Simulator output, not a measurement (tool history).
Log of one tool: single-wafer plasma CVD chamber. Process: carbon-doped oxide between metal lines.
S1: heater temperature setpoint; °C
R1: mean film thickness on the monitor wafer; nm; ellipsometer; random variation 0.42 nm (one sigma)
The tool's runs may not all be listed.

run 1 hour=0 | S1=355 chamber_pressure_(Torr)=6.06 RF_power_(W)=545 deposition_time_(s)=21.5 | R1=107.07
run 2 hour=5.2 | S1=355 chamber_pressure_(Torr)=6.06 RF_power_(W)=545 deposition_time_(s)=21.5 | R1=107.41
run 3 hour=8.7 | S1=355 chamber_pressure_(Torr)=6.06 RF_power_(W)=545 deposition_time_(s)=20.4 | R1=102.14
run 4 hour=12.8 | S1=355 chamber_pressure_(Torr)=5.64 RF_power_(W)=545 deposition_time_(s)=20.4 | R1=100.23
run 5 hour=16.5 | S1=355 chamber_pressure_(Torr)=5.1 RF_power_(W)=545 deposition_time_(s)=20.4 | R1=98.543
run 6 hour=21.2 | S1=355 chamber_pressure_(Torr)=5.1 RF_power_(W)=595 deposition_time_(s)=20.4 | R1=101.48
run 7 hour=27.4 | S1=353 chamber_pressure_(Torr)=5.48 RF_power_(W)=600 deposition_time_(s)=20.4 | R1=104.56
run 8 hour=30 | S1=351 chamber_pressure_(Torr)=5.81 RF_power_(W)=605 deposition_time_(s)=20.4 | R1=106.8
run 9 hour=37.5 | S1=350 chamber_pressure_(Torr)=6.12 RF_power_(W)=610 deposition_time_(s)=20.4 | R1=108.34

Run 10 comes next. What will it give?
run 10 hour=40.8 | S1=349 chamber_pressure_(Torr)=6.4 RF_power_(W)=615 deposition_time_(s)=20.4 | R1=?

R1: 109.85 nm

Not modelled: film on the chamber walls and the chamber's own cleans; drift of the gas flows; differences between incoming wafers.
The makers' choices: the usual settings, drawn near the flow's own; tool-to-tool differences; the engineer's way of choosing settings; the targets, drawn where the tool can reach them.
